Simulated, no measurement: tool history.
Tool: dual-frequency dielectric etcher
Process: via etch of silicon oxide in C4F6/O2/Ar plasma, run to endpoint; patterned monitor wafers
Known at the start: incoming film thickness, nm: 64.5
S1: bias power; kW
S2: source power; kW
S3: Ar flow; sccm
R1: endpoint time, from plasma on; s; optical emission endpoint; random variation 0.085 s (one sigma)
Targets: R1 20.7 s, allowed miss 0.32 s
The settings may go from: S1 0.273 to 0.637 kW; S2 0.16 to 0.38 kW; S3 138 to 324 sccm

run  hour     S1    S2   S3      R1
  1     0  0.455  0.27  231  17.122
  2   8.9  0.455  0.27  207  16.929
  3  15.5  0.455  0.27  227  17.079
  4  16.6  0.432  0.26  228  17.629
  5  22.8  0.495  0.26  228  16.933
  6  28.2  0.495  0.26  263  17.263
  7  30.9  0.468  0.25  264  17.705
  8  35.2  0.445  0.24  265  18.298
  9  38.6  0.425  0.24  265  18.542
 10  46.5  0.334  0.23  266  19.972
 11  53.6  0.328  0.23  266  19.972
 12  58.2  0.322  0.23  266  20.258
 13  65.4  0.318  0.23  266  20.262

5 next moves are on the table. One of them brings every result within its allowed miss. Which?
  A  72.6  0.316  0.24  279   ?
  B  72.6  0.339  0.23  241   ?
  C  72.6  0.296  0.23  265   ?
  D  72.6  0.331  0.23  264   ?
  E  72.6  0.357  0.22  282   ?

move      R1
   A  19.968
   B   19.74
   C  20.543
   D   20.03
   E  20.213
A: further off than the last run
B: further off than the last run
C: meets every target
D: further off than the last run
E: further off than the last run
The right move is C.
